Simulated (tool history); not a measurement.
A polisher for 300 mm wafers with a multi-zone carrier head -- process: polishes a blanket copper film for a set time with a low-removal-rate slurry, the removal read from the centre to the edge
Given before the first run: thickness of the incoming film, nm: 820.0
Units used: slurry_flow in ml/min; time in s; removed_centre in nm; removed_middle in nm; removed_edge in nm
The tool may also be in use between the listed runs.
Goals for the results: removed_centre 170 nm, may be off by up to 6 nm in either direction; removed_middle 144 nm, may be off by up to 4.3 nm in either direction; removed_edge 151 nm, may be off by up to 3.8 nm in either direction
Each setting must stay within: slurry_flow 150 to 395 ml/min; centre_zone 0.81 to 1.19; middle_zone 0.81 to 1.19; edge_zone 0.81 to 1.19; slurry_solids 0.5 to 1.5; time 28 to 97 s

| run | hour | slurry_flow | centre_zone | middle_zone | edge_zone | slurry_solids | time | removed_centre | removed_middle | removed_edge |
|---|---|---|---|---|---|---|---|---|---|---|
| 1 | 0 | 250 | 1 | 1 | 1 | 1 | 62 | 108.36 | 111.07 | 112.77 |
| 2 | 3.9 | 250 | 1 | 1 | 1 | 0.85 | 62 | 107.63 | 106.86 | 109.77 |
| 3 | 9.1 | 260 | 1.02 | 1 | 1.01 | 0.9 | 63 | 113.99 | 111.64 | 113.78 |
| 4 | 11.8 | 260 | 1.09 | 1 | 1.01 | 0.9 | 63 | 121.61 | 110.5 | 113.4 |
| 5 | 19.9 | 270 | 1.1 | 1 | 1.02 | 0.95 | 64 | 124.27 | 113.98 | 117.03 |
| 6 | 28.3 | 270 | 1.1 | 1.07 | 1.02 | 0.95 | 64 | 124.94 | 120.86 | 115.77 |
| 7 | 36.1 | 335 | 1.19 | 1.03 | 1.12 | 1.2 | 69 | 154.62 | 134.51 | 139.1 |
| 8 | 42.1 | 335 | 1.19 | 1.03 | 1.12 | 1.25 | 69 | 155.61 | 134.73 | 142.3 |
| 9 | 44.4 | 340 | 1.19 | 1.03 | 1.11 | 1.25 | 69 | 158.05 | 136.33 | 141.56 |
| 10 | 53.1 | 345 | 1.19 | 1.03 | 1.11 | 1.25 | 69 | 154.96 | 136.57 | 140.98 |
| 11 | 56.5 | 335 | 1.19 | 1.03 | 1.1 | 1.25 | 69 | 156.84 | 134.62 | 141 |

Which of these 5 next moves meets every target?
| A | 59.9 | 320 | 1.08 | 1.08 | 1.09 | 1.25 | 71 | ? | ? | ? |
| B | 59.9 | 310 | 1.07 | 0.85 | 1.19 | 1.25 | 73 | ? | ? | ? |
| C | 59.9 | 325 | 0.99 | 0.98 | 1.19 | 1.4 | 72 | ? | ? | ? |
| D | 59.9 | 325 | 1.19 | 1 | 1.07 | 1 | 79 | ? | ? | ? |
| E | 59.9 | 295 | 1.03 | 0.88 | 1.18 | 1.5 | 70 | ? | ? | ? |

| move | removed_centre | removed_middle | removed_edge |
|---|---|---|---|
| A | 146.91 | 143.24 | 142.08 |
| B | 148.95 | 120.15 | 152.98 |
| C | 139.57 | 136.93 | 154.4 |
| D | 173.15 | 143.41 | 150.65 |
| E | 141.71 | 122.28 | 150.7 |
A: misses by more than the last run did
B: brings the last run's worst result on target, with another outside its allowed miss
C: brings the last run's worst result on target, with another outside its allowed miss
D: each result inside its tolerance
E: brings the last run's worst result on target, with another outside its allowed miss
Move D is the one to make.
